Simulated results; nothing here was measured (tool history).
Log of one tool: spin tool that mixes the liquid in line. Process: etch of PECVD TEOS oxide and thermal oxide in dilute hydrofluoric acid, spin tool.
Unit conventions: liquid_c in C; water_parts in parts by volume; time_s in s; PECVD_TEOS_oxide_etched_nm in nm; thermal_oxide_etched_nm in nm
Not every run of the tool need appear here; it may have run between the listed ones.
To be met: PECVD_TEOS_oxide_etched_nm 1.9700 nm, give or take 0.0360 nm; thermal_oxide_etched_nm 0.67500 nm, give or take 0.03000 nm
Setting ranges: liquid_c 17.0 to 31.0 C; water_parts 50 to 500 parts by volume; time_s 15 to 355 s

run	hour	liquid_c	water_parts	time_s	PECVD_TEOS_oxide_etched_nm	thermal_oxide_etched_nm
1	0.0	23.0	275	180	7.1482	2.46300
2	4.1	22.0	310	180	5.8662	2.00220
3	11.1	22.0	250	180	7.6438	2.66520
4	18.6	22.0	250	225	9.6833	3.28780
5	22.4	22.0	250	185	7.8503	2.72890
6	25.3	21.5	290	180	6.2641	2.12170
7	28.3	21.5	325	175	5.2415	1.82020
8	35.1	21.0	355	175	4.6212	1.57360
9	36.4	20.5	380	170	4.0718	1.38550
10	40.4	20.0	400	165	3.5533	1.19660
11	47.1	19.5	415	160	3.2805	1.14620
12	52.1	19.5	430	155	3.0007	1.05940
13	59.5	19.5	440	150	2.8116	0.95967
14	64.6	19.0	450	150	2.7140	0.91612
15	70.5	19.0	460	145	2.5116	0.85783
16	79.5	18.5	465	145	2.4489	0.85432
17	82.4	18.5	470	140	2.3324	0.81215
18	84.2	18.5	475	140	2.2987	0.78078
19	86.3	18.5	480	140	2.2864	0.77712
20	87.3	17.0	500	140	2.0338	0.69231

Below are 4 possible settings for the next run. Only one of them brings all results inside the allowed miss of their targets. Which is it?
A	88.3	17.0	470	130	?	?
B	88.3	22.5	500	120	?	?
C	88.3	20.5	460	115	?	?
D	88.3	19.0	435	105	?	?

move	PECVD_TEOS_oxide_etched_nm	thermal_oxide_etched_nm
A	2.0591	0.72071
B	2.0981	0.73438
C	2.1142	0.74001
D	1.9787	0.69257
A: the biggest miss grows against the last run
B: the biggest miss grows against the last run
C: the biggest miss grows against the last run
D: in spec on every target
The move that meets every target is D.
